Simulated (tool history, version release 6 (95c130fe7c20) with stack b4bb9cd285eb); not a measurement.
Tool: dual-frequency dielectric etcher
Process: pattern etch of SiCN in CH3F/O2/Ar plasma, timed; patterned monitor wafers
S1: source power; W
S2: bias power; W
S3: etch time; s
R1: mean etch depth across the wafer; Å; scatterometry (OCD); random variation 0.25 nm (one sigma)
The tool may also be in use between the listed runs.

run  hour   S1  S2    S3      R1
  1     0  550  57  87.5  345.82
  2   7.5  570  58  87.5  356.36
  3   9.1  580  58  87.5  357.61
  4    17  550  58  87.5  347.64
  5  23.7  570  58  87.5  351.73
  6  28.9  590  59  87.5  362.94
  7  33.2  600  59  87.5  364.97
  8  39.6  610  59  87.5  371.33

The next listed run, before its measurement:
  9  45.4  620  59  87.5   ?

{"run 9": {"R1": 376.82}}
